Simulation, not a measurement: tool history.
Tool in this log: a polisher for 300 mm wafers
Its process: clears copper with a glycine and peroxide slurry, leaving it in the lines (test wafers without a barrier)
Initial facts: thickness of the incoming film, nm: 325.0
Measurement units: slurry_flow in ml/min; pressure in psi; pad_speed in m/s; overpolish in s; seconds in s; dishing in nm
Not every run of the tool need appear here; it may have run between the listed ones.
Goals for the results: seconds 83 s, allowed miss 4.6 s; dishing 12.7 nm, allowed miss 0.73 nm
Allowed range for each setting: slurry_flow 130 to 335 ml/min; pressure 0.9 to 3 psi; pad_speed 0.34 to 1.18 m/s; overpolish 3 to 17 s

{"run": 1, "hour": 0.0, "slurry_flow": 215, "pressure": 1.9, "pad_speed": 0.76, "overpolish": 9, "seconds": 118.12, "dishing": 16.088}
{"run": 2, "hour": 0.7, "slurry_flow": 215, "pressure": 2.1, "pad_speed": 0.76, "overpolish": 8, "seconds": 110.5, "dishing": 14.894}
{"run": 3, "hour": 9.6, "slurry_flow": 215, "pressure": 2.3, "pad_speed": 0.76, "overpolish": 7, "seconds": 107.35, "dishing": 14.16}
{"run": 4, "hour": 17.4, "slurry_flow": 215, "pressure": 2, "pad_speed": 0.76, "overpolish": 7, "seconds": 115.83, "dishing": 13.385}
{"run": 5, "hour": 21.7, "slurry_flow": 195, "pressure": 2, "pad_speed": 0.76, "overpolish": 7, "seconds": 113.4, "dishing": 13.031}
{"run": 6, "hour": 25.6, "slurry_flow": 190, "pressure": 2.2, "pad_speed": 0.78, "overpolish": 7, "seconds": 105.62, "dishing": 14.238}
{"run": 7, "hour": 27.6, "slurry_flow": 190, "pressure": 2.3, "pad_speed": 0.78, "overpolish": 6, "seconds": 103.01, "dishing": 12.032}
{"run": 8, "hour": 36.3, "slurry_flow": 190, "pressure": 2.4, "pad_speed": 0.78, "overpolish": 6, "seconds": 101.8, "dishing": 12.71}
{"run": 9, "hour": 43.7, "slurry_flow": 190, "pressure": 2.5, "pad_speed": 0.8, "overpolish": 6, "seconds": 98.325, "dishing": 13.215}
{"run": 10, "hour": 50.6, "slurry_flow": 190, "pressure": 2.6, "pad_speed": 0.82, "overpolish": 6, "seconds": 93.244, "dishing": 13.939}
{"run": 11, "hour": 54.6, "slurry_flow": 190, "pressure": 2.7, "pad_speed": 0.82, "overpolish": 6, "seconds": 89.582, "dishing": 14.211}

Which of these 4 next moves meets every target?
{"run": "A", "hour": 58.6, "slurry_flow": 130, "pressure": 2.5, "pad_speed": 1.04, "overpolish": 5, "seconds": "?", "dishing": "?"}
{"run": "B", "hour": 58.6, "slurry_flow": 185, "pressure": 2.4, "pad_speed": 0.84, "overpolish": 5, "seconds": "?", "dishing": "?"}
{"run": "C", "hour": 58.6, "slurry_flow": 245, "pressure": 3, "pad_speed": 0.76, "overpolish": 6, "seconds": "?", "dishing": "?"}
{"run": "D", "hour": 58.6, "slurry_flow": 175, "pressure": 2.4, "pad_speed": 0.82, "overpolish": 6, "seconds": "?", "dishing": "?"}

move=A seconds=82.293 dishing=12.822
move=B seconds=94.741 dishing=11.314
move=C seconds=85.273 dishing=14.711
move=D seconds=97.24 dishing=13.059
A: all results land within tolerance of their targets
B: takes the biggest miss from the last run beyond its target
C: misses by more than the last run did
D: brings the last run's worst result on target, with another outside its allowed miss
Correct choice: A, which meets every target
